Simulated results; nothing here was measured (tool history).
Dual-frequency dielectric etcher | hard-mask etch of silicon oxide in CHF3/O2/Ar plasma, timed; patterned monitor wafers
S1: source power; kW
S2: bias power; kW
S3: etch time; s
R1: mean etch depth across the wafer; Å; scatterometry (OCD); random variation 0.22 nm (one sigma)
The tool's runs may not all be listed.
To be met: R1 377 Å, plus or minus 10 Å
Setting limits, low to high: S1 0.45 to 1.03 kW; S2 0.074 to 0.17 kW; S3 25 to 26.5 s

run,hour,S1,S2,S3,R1
1,0,0.74,0.122,25,436.58
2,4.6,0.74,0.143,25,454.34
3,6.3,0.66,0.136,25,415.5
4,11.9,0.63,0.135,25,404.64
5,16.2,0.63,0.118,25,387.57
6,22.2,0.63,0.118,26.5,414.74
7,30,0.6,0.117,26.5,391.97
8,38.2,0.59,0.117,26.5,390.56
9,47,0.53,0.113,26.5,358.62
10,50.5,0.54,0.113,26.5,363.67
11,58.5,0.54,0.113,26.5,360.43
12,59.2,0.62,0.118,26.5,408.67
13,62.2,0.6,0.117,26.5,397.13
14,68.9,0.53,0.114,26.5,358.45

Of the 5 settings listed for the next run, only one would bring every result within its allowed miss of target. Which one?
A,75.6,0.54,0.129,26.5,?
B,75.6,0.56,0.107,25,?
C,75.6,0.51,0.131,25.5,?
D,75.6,0.55,0.113,25.5,?
E,75.6,0.52,0.11,25.5,?

move,R1
A,373.58
B,342.88
C,344.65
D,350.42
E,332.14
A: every result lands within tolerance
B: the biggest miss grows against the last run
C: the biggest miss grows against the last run
D: the biggest miss grows against the last run
E: the biggest miss grows against the last run
A is the move that brings every result within its allowed miss.
